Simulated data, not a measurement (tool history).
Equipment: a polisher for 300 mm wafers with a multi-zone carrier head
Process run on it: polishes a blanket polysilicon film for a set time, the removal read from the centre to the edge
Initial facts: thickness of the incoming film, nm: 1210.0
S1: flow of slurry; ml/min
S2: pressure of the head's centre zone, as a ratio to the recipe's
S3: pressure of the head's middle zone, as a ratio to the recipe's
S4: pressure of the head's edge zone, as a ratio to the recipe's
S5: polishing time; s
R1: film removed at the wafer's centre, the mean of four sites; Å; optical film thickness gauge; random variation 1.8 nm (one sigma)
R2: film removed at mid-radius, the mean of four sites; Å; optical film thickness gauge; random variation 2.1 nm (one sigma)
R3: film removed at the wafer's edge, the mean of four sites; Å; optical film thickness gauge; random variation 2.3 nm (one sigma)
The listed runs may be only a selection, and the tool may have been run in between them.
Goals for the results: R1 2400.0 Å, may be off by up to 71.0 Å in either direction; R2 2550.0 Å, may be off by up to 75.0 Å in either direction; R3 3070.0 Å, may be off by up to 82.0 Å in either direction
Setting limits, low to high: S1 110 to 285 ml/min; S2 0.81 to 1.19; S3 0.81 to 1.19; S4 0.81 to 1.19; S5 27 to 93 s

Run 1, hour 0.0: S1 180 ml/min, S2 1.00, S3 1.00, S4 1.00, S5 59 s. Result: R1 4184.7 Å, R2 4295.5 Å, R3 4232.7 Å.
Run 2, hour 2.3: S1 180 ml/min, S2 1.00, S3 1.00, S4 1.00, S5 72 s. Result: R1 5122.3 Å, R2 5257.7 Å, R3 5121.1 Å.
Run 3, hour 9.4: S1 180 ml/min, S2 1.05, S3 1.00, S4 1.00, S5 72 s. Result: R1 5369.3 Å, R2 5189.7 Å, R3 5134.2 Å.
Run 4, hour 13.4: S1 180 ml/min, S2 1.05, S3 0.92, S4 1.00, S5 72 s. Result: R1 5390.4 Å, R2 4856.1 Å, R3 5153.8 Å.
Run 5, hour 21.5: S1 180 ml/min, S2 0.99, S3 0.92, S4 1.00, S5 72 s. Result: R1 5101.2 Å, R2 4830.0 Å, R3 5163.7 Å.
Run 6, hour 29.5: S1 210 ml/min, S2 0.99, S3 0.92, S4 1.00, S5 72 s. Result: R1 5144.5 Å, R2 4992.7 Å, R3 5257.1 Å.
Run 7, hour 34.2: S1 160 ml/min, S2 0.89, S3 0.82, S4 1.07, S5 55 s. Result: R1 3425.0 Å, R2 3330.7 Å, R3 3998.8 Å.
Run 8, hour 34.8: S1 115 ml/min, S2 0.81, S3 0.83, S4 1.08, S5 38 s. Result: R1 2019.2 Å, R2 2192.0 Å, R3 2679.9 Å.
Run 9, hour 37.4: S1 165 ml/min, S2 0.83, S3 0.84, S4 1.13, S5 38 s. Result: R1 2244.0 Å, R2 2341.3 Å, R3 2866.7 Å.
Run 10, hour 42.9: S1 180 ml/min, S2 0.83, S3 0.85, S4 1.15, S5 38 s. Result: R1 2272.8 Å, R2 2383.2 Å, R3 2927.5 Å.
Run 11, hour 48.7: S1 190 ml/min, S2 0.83, S3 0.86, S4 1.16, S5 38 s. Result: R1 2263.7 Å, R2 2441.3 Å, R3 2942.0 Å.

Exercise: of the 4 proposed moves below, exactly one satisfies all targets within the stated allowed misses. Which move is it?
Run A, hour 54.5: S1 185 ml/min, S2 0.90, S3 0.87, S4 1.11, S5 37 s. Result: R1 ?, R2 ?, R3 ?.
Run B, hour 54.5: S1 205 ml/min, S2 0.83, S3 0.82, S4 1.16, S5 38 s. Result: R1 ?, R2 ?, R3 ?.
Run C, hour 54.5: S1 185 ml/min, S2 0.82, S3 0.87, S4 1.16, S5 37 s. Result: R1 ?, R2 ?, R3 ?.
Run D, hour 54.5: S1 145 ml/min, S2 0.85, S3 0.87, S4 1.14, S5 41 s. Result: R1 ?, R2 ?, R3 ?.

move      R1      R2      R3
   A  2409.7  2400.1  2786.6
   B  2313.2  2380.8  2957.5
   C  2193.6  2400.9  2850.4
   D  2424.9  2570.4  3053.2
A: corrects the largest miss of the last run, while another result sits out of spec
B: further off than the last run
C: further off than the last run
D: every result lands within tolerance
Move D is the one to make.

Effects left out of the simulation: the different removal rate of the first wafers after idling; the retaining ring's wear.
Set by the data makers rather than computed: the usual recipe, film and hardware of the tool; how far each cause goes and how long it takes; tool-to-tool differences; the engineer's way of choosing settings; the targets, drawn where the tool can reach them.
